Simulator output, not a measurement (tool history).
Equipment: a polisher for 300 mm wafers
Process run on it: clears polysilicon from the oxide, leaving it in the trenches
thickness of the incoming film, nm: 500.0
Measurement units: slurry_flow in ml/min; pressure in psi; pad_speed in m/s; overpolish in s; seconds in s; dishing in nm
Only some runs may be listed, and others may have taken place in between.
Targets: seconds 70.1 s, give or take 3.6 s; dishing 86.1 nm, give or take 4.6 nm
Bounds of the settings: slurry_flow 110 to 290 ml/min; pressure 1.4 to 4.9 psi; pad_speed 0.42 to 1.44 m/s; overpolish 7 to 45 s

Run 1, day 0: slurry_flow 185 ml/min, pressure 3.1 psi, pad_speed 0.92 m/s, overpolish 23 s. Result: seconds 31.419 s, dishing 89.566 nm.
Run 2, day 0.112: slurry_flow 185 ml/min, pressure 2.9 psi, pad_speed 0.88 m/s, overpolish 24 s. Result: seconds 35.014 s, dishing 91.921 nm.
Run 3, day 0.421: slurry_flow 185 ml/min, pressure 2.7 psi, pad_speed 0.86 m/s, overpolish 22 s. Result: seconds 38.23 s, dishing 87.673 nm.
Run 4, day 0.575: slurry_flow 185 ml/min, pressure 2.5 psi, pad_speed 0.84 m/s, overpolish 23 s. Result: seconds 41.595 s, dishing 89.654 nm.
Run 5, day 0.883: slurry_flow 210 ml/min, pressure 2.5 psi, pad_speed 0.84 m/s, overpolish 23 s. Result: seconds 41.603 s, dishing 88.868 nm.
Run 6, day 1.233: slurry_flow 210 ml/min, pressure 2.3 psi, pad_speed 0.82 m/s, overpolish 23 s. Result: seconds 44.606 s, dishing 86.526 nm.
Run 7, day 1.404: slurry_flow 210 ml/min, pressure 2.2 psi, pad_speed 0.8 m/s, overpolish 24 s. Result: seconds 46.797 s, dishing 84.563 nm.
Run 8, day 1.771: slurry_flow 200 ml/min, pressure 2.1 psi, pad_speed 0.78 m/s, overpolish 27 s. Result: seconds 50.75 s, dishing 88.802 nm.
Run 9, day 1.838: slurry_flow 200 ml/min, pressure 2 psi, pad_speed 0.76 m/s, overpolish 27 s. Result: seconds 54.883 s, dishing 84.439 nm.
Run 10, day 2.188: slurry_flow 200 ml/min, pressure 1.9 psi, pad_speed 0.76 m/s, overpolish 29 s. Result: seconds 57.209 s, dishing 85.924 nm.
Run 11, day 2.304: slurry_flow 200 ml/min, pressure 1.4 psi, pad_speed 0.72 m/s, overpolish 32 s. Result: seconds 81.607 s, dishing 79.286 nm.
Run 12, day 2.65: slurry_flow 205 ml/min, pressure 1.5 psi, pad_speed 0.72 m/s, overpolish 33 s. Result: seconds 77.263 s, dishing 80.985 nm.

Next run, 5 choices. One meets every target within its allowed miss, the rest don't. Which?
Run A, day 2.996: slurry_flow 195 ml/min, pressure 1.5 psi, pad_speed 0.78 m/s, overpolish 36 s. Result: seconds ?, dishing ?.
Run B, day 2.996: slurry_flow 170 ml/min, pressure 1.7 psi, pad_speed 0.46 m/s, overpolish 45 s. Result: seconds ?, dishing ?.
Run C, day 2.996: slurry_flow 180 ml/min, pressure 1.4 psi, pad_speed 0.6 m/s, overpolish 40 s. Result: seconds ?, dishing ?.
Run D, day 2.996: slurry_flow 175 ml/min, pressure 1.8 psi, pad_speed 0.46 m/s, overpolish 45 s. Result: seconds ?, dishing ?.
Run E, day 2.996: slurry_flow 180 ml/min, pressure 1.4 psi, pad_speed 0.6 m/s, overpolish 36 s. Result: seconds ?, dishing ?.

move  seconds  dishing
   A   70.862   87.164
   B   96.433   85.477
   C   94.143   83.376
   D   90.928   86.666
   E   94.143   80.732
A: every result within its allowed miss
B: lands further from the targets than the last run did
C: lands further from the targets than the last run did
D: lands further from the targets than the last run did
E: lands further from the targets than the last run did
Go with A: it meets all targets.
